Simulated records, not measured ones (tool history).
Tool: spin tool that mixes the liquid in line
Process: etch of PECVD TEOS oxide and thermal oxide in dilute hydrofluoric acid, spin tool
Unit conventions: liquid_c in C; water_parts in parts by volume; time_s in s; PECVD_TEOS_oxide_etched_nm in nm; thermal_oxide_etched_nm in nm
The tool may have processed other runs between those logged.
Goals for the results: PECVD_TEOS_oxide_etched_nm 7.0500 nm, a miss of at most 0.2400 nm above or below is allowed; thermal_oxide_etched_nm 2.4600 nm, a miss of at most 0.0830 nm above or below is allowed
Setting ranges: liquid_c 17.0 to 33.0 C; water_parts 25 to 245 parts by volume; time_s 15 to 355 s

run 1 hour=0.0 | liquid_c=25.0 water_parts=135 time_s=180 | PECVD_TEOS_oxide_etched_nm=21.6820 thermal_oxide_etched_nm=7.5514
run 2 hour=3.2 | liquid_c=22.0 water_parts=135 time_s=180 | PECVD_TEOS_oxide_etched_nm=19.3300 thermal_oxide_etched_nm=6.7092
run 3 hour=5.5 | liquid_c=20.5 water_parts=135 time_s=180 | PECVD_TEOS_oxide_etched_nm=18.3950 thermal_oxide_etched_nm=6.2306
run 4 hour=10.0 | liquid_c=20.5 water_parts=135 time_s=145 | PECVD_TEOS_oxide_etched_nm=14.6060 thermal_oxide_etched_nm=5.1587
run 5 hour=15.2 | liquid_c=20.5 water_parts=135 time_s=170 | PECVD_TEOS_oxide_etched_nm=17.3520 thermal_oxide_etched_nm=5.9829
run 6 hour=22.8 | liquid_c=20.5 water_parts=135 time_s=200 | PECVD_TEOS_oxide_etched_nm=20.1670 thermal_oxide_etched_nm=7.0937
run 7 hour=25.5 | liquid_c=20.0 water_parts=155 time_s=200 | PECVD_TEOS_oxide_etched_nm=16.9860 thermal_oxide_etched_nm=5.9031
run 8 hour=34.0 | liquid_c=19.5 water_parts=170 time_s=200 | PECVD_TEOS_oxide_etched_nm=14.6390 thermal_oxide_etched_nm=5.1680
run 9 hour=40.2 | liquid_c=19.0 water_parts=180 time_s=200 | PECVD_TEOS_oxide_etched_nm=13.7860 thermal_oxide_etched_nm=4.8514
run 10 hour=45.4 | liquid_c=18.5 water_parts=190 time_s=195 | PECVD_TEOS_oxide_etched_nm=12.3030 thermal_oxide_etched_nm=4.2027
run 11 hour=48.5 | liquid_c=18.5 water_parts=200 time_s=190 | PECVD_TEOS_oxide_etched_nm=11.1190 thermal_oxide_etched_nm=3.8597
run 12 hour=50.6 | liquid_c=18.5 water_parts=210 time_s=190 | PECVD_TEOS_oxide_etched_nm=10.5720 thermal_oxide_etched_nm=3.7078
run 13 hour=53.4 | liquid_c=18.0 water_parts=215 time_s=185 | PECVD_TEOS_oxide_etched_nm=9.7551 thermal_oxide_etched_nm=3.4369
run 14 hour=57.4 | liquid_c=18.0 water_parts=220 time_s=180 | PECVD_TEOS_oxide_etched_nm=9.3239 thermal_oxide_etched_nm=3.2145
-- hour=63.8 thermometer replaced
run 15 hour=63.8 | liquid_c=18.0 water_parts=225 time_s=180 | PECVD_TEOS_oxide_etched_nm=8.4725 thermal_oxide_etched_nm=2.9115
run 16 hour=67.0 | liquid_c=18.0 water_parts=230 time_s=180 | PECVD_TEOS_oxide_etched_nm=8.0531 thermal_oxide_etched_nm=2.8422
run 17 hour=73.3 | liquid_c=17.5 water_parts=240 time_s=180 | PECVD_TEOS_oxide_etched_nm=7.6173 thermal_oxide_etched_nm=2.6381

Which one of the following 4 next-run settings gets every result inside its allowed miss? There is exactly one.
run A hour=79.6 | liquid_c=17.0 water_parts=160 time_s=120 | PECVD_TEOS_oxide_etched_nm=? thermal_oxide_etched_nm=?
run B hour=79.6 | liquid_c=17.0 water_parts=220 time_s=155 | PECVD_TEOS_oxide_etched_nm=? thermal_oxide_etched_nm=?
run C hour=79.6 | liquid_c=17.0 water_parts=155 time_s=95 | PECVD_TEOS_oxide_etched_nm=? thermal_oxide_etched_nm=?
run D hour=79.6 | liquid_c=17.0 water_parts=105 time_s=70 | PECVD_TEOS_oxide_etched_nm=? thermal_oxide_etched_nm=?

move=A PECVD_TEOS_oxide_etched_nm=8.0548 thermal_oxide_etched_nm=2.8068
move=B PECVD_TEOS_oxide_etched_nm=7.1577 thermal_oxide_etched_nm=2.4942
move=C PECVD_TEOS_oxide_etched_nm=6.6141 thermal_oxide_etched_nm=2.3048
move=D PECVD_TEOS_oxide_etched_nm=7.5617 thermal_oxide_etched_nm=2.6350
A: further off than the last run
B: hits every target within its allowed miss
C: moves the result that the last run missed by most past its target, out the other side
D: closes in on the targets versus the last run, not all within tolerance yet
Answer: B

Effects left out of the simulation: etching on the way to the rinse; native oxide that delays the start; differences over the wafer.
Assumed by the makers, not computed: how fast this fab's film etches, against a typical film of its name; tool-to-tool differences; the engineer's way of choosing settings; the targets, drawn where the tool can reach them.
